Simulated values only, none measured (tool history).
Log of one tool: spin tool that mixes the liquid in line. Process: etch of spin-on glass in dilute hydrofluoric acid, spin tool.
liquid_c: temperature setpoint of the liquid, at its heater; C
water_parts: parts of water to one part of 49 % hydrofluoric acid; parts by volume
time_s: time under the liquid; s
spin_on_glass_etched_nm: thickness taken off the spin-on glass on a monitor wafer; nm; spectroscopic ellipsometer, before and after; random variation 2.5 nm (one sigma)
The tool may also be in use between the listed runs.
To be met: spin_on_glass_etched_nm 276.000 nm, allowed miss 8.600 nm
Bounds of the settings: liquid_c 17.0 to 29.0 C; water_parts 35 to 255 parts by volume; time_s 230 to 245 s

run 1 hour=0.0 | liquid_c=21.0 water_parts=145 time_s=230 | spin_on_glass_etched_nm=86.788
run 2 hour=1.9 | liquid_c=18.5 water_parts=145 time_s=230 | spin_on_glass_etched_nm=78.744
run 3 hour=10.0 | liquid_c=21.0 water_parts=115 time_s=230 | spin_on_glass_etched_nm=115.050
run 4 hour=18.3 | liquid_c=23.0 water_parts=100 time_s=230 | spin_on_glass_etched_nm=146.460
run 5 hour=22.7 | liquid_c=23.0 water_parts=130 time_s=230 | spin_on_glass_etched_nm=107.210
run 6 hour=28.2 | liquid_c=24.5 water_parts=110 time_s=230 | spin_on_glass_etched_nm=139.470
run 7 hour=31.9 | liquid_c=25.5 water_parts=95 time_s=230 | spin_on_glass_etched_nm=169.200
run 8 hour=35.4 | liquid_c=26.5 water_parts=85 time_s=230 | spin_on_glass_etched_nm=199.780
run 9 hour=37.4 | liquid_c=27.0 water_parts=80 time_s=230 | spin_on_glass_etched_nm=218.230
run 10 hour=45.0 | liquid_c=27.0 water_parts=80 time_s=230 | spin_on_glass_etched_nm=215.290
run 11 hour=45.8 | liquid_c=27.0 water_parts=80 time_s=230 | spin_on_glass_etched_nm=218.100
run 12 hour=52.6 | liquid_c=27.5 water_parts=75 time_s=230 | spin_on_glass_etched_nm=236.410
run 13 hour=55.5 | liquid_c=28.0 water_parts=75 time_s=230 | spin_on_glass_etched_nm=244.540
run 14 hour=59.2 | liquid_c=28.5 water_parts=75 time_s=230 | spin_on_glass_etched_nm=245.480

Which of these 4 next moves meets every target?
run A hour=62.9 | liquid_c=27.0 water_parts=85 time_s=230 | spin_on_glass_etched_nm=?
run B hour=62.9 | liquid_c=29.0 water_parts=70 time_s=235 | spin_on_glass_etched_nm=?
run C hour=62.9 | liquid_c=28.5 water_parts=85 time_s=230 | spin_on_glass_etched_nm=?
run D hour=62.9 | liquid_c=28.0 water_parts=85 time_s=230 | spin_on_glass_etched_nm=?

move=A spin_on_glass_etched_nm=202.620
move=B spin_on_glass_etched_nm=277.510
move=C spin_on_glass_etched_nm=214.750
move=D spin_on_glass_etched_nm=210.650
A: further off than the last run
B: meets every target
C: further off than the last run
D: further off than the last run
Answer: B
